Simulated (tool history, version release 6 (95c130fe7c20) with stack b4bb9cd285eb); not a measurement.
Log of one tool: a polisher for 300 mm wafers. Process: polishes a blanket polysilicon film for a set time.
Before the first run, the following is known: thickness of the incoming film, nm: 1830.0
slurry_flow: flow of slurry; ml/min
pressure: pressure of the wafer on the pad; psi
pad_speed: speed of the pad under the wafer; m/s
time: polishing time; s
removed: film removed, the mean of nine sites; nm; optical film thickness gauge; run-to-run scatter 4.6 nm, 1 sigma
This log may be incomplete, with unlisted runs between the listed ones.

run  hour  slurry_flow  pressure  pad_speed  time  removed
  1   0.0          320       3.1       1.26    36   374.83
  2   8.2          320       3.7       1.26    36   450.24
  3  13.1          320       3.7       1.26    36   453.66
  4  19.7          320       3.7       1.50    36   534.32
  5  22.3          245       3.7       1.50    36   510.52
  6  29.4          260       3.7       1.50    36   516.57

The next listed run, before its measurement:
  7  30.6          275       3.7       1.50    36        ?

{"run 7": {"removed": 523.73}}

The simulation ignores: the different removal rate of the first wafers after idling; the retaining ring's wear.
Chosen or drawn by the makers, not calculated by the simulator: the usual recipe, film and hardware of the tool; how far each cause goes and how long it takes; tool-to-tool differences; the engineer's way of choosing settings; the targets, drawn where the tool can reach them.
